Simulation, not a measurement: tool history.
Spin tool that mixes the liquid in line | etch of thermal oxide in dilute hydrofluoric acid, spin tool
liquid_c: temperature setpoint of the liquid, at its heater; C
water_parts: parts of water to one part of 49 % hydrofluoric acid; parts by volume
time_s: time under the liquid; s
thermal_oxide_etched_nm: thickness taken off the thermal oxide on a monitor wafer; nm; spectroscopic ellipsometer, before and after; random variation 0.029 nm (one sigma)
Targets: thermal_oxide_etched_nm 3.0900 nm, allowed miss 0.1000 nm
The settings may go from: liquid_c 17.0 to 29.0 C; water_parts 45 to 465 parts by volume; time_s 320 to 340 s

run	hour	liquid_c	water_parts	time_s	thermal_oxide_etched_nm
1	0.0	21.0	255	320	4.9662
2	3.9	21.0	255	340	5.3234
3	6.1	21.0	170	340	8.6229
4	8.0	21.0	170	320	8.0174
5	9.8	21.0	125	320	11.5510
6	12.9	20.5	150	320	9.0924
7	21.3	20.0	170	320	7.6451
8	22.7	19.5	185	320	6.8955
9	24.7	19.0	200	320	6.2594
# hour 32.2: thermometer replaced
10	32.2	18.5	215	320	5.2444
11	38.3	18.5	225	320	5.0554
12	39.1	18.5	235	320	4.6896
13	40.6	18.5	240	320	4.6301
14	48.1	18.5	245	320	4.4975
15	51.7	18.5	250	320	4.4334

Which of these 4 next moves meets every target?
A	55.3	17.0	300	320	?
B	55.3	17.0	340	320	?
C	55.3	19.0	310	320	?
D	55.3	17.5	320	320	?

move	thermal_oxide_etched_nm
A	3.2917
B	2.8104
C	3.4033
D	3.0925
A: nearer than the last run, and not there yet
B: takes the result that was furthest off past its target
C: nearer than the last run, and not there yet
D: meets every target
Move D is the one to make.

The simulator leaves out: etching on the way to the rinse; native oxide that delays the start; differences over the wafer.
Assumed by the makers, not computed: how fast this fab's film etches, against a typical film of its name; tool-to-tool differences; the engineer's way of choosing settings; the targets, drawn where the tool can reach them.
